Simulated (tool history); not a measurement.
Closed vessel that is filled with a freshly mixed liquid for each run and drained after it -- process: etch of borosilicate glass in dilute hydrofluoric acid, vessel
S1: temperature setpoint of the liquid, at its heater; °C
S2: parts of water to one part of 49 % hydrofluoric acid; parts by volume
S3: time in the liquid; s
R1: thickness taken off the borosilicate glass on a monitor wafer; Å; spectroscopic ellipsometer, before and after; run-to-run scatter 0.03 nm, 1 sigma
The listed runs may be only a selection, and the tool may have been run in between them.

run 1 hour=0 | S1=23 S2=135 S3=35 | R1=81.198
run 2 hour=2.9 | S1=26 S2=135 S3=35 | R1=90.971
run 3 hour=4.2 | S1=24.5 S2=135 S3=35 | R1=85.549
run 4 hour=5.9 | S1=24.5 S2=160 S3=35 | R1=70.336
run 5 hour=8.9 | S1=25 S2=160 S3=35 | R1=71.09
run 6 hour=10.2 | S1=25 S2=135 S3=35 | R1=87.051

Run 7 comes next. What will it give?
run 7 hour=16 | S1=23.5 S2=135 S3=35 | R1=?

R1: 81.822 Å
